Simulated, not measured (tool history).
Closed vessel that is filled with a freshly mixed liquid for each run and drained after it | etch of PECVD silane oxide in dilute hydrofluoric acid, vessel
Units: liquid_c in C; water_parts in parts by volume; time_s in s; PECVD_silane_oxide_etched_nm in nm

run,day,liquid_c,water_parts,time_s,PECVD_silane_oxide_etched_nm
1,0.000,21.0,105,30,4.3496
2,0.325,23.0,100,30,4.9978
3,0.454,24.5,95,30,5.5976
4,0.633,24.5,95,30,5.6235
5,0.896,27.0,95,30,6.2231
6,1.088,27.0,60,30,10.2200

Forecast run 7:
7,1.188,25.0,60,30,?

PECVD_silane_oxide_etched_nm: 9.5114 nm

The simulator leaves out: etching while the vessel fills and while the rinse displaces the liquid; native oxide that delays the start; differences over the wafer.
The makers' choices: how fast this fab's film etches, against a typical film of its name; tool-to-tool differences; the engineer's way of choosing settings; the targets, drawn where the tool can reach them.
